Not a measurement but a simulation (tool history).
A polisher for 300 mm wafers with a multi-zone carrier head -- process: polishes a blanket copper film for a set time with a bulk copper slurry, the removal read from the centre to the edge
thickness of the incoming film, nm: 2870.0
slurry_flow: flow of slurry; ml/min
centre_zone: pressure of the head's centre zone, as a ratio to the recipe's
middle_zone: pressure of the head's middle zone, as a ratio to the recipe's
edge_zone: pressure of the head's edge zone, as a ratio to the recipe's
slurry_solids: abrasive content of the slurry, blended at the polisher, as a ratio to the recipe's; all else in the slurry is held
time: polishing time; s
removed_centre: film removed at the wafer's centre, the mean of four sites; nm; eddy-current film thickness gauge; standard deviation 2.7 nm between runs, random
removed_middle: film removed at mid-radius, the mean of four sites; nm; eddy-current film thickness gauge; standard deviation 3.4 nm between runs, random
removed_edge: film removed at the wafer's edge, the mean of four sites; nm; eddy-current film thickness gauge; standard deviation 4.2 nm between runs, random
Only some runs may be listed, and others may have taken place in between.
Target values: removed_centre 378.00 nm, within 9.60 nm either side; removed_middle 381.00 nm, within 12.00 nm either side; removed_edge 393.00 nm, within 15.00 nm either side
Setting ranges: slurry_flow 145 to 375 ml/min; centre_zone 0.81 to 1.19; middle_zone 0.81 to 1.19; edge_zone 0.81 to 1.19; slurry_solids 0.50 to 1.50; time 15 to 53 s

run    day  slurry_flow  centre_zone  middle_zone  edge_zone  slurry_solids  time  removed_centre  removed_middle  removed_edge
  1  0.000          240         1.00         1.00       1.00           1.00    34          316.83          290.71        286.21
  2  0.250          240         1.00         1.00       1.00           1.00    27          254.40          229.53        224.17
  3  0.279          240         0.99         1.01       1.02           1.05    28          265.80          247.58        241.93
  4  0.342          240         0.99         1.01       1.04           1.10    29          275.79          255.56        250.63
  5  0.533          240         0.91         1.01       1.04           1.10    29          258.87          258.95        255.29
     0.904  -- centre zone pressure recalibrated
  6  0.904          240         0.91         1.07       1.04           1.10    29          237.48          272.53        252.62
  7  1.088          240         0.91         1.06       1.06           1.15    30          251.03          279.59        262.99
  8  1.229          220         0.89         1.00       1.16           1.40    40          331.59          365.60        376.05
  9  1.462          230         0.90         1.00       1.16           1.40    40          335.79          370.47        387.04

Of the 5 settings listed for the next run, only one would bring every result within its allowed miss of target. Which one?
  A  1.696          185         0.92         0.89       1.19           1.30    44               ?               ?             ?
  B  1.696          215         1.04         0.96       1.08           1.35    43               ?               ?             ?
  C  1.696          145         1.00         1.01       1.12           1.10    45               ?               ?             ?
  D  1.696          315         0.81         1.01       1.19           1.50    39               ?               ?             ?
  E  1.696          190         1.03         0.89       1.12           1.35    43               ?               ?             ?

move  removed_centre  removed_middle  removed_edge
   A          362.81          352.66        412.85
   B          400.25          375.23        390.95
   C          373.22          378.47        388.60
   D          316.70          375.25        389.62
   E          391.60          347.98        394.84
A: moves toward the targets from the last run without getting all of them in spec
B: carries the result that was furthest off beyond its target, to the other side
C: in spec on every target
D: moves away from the targets compared with the last run
E: carries the result that was furthest off beyond its target, to the other side
Answer: C

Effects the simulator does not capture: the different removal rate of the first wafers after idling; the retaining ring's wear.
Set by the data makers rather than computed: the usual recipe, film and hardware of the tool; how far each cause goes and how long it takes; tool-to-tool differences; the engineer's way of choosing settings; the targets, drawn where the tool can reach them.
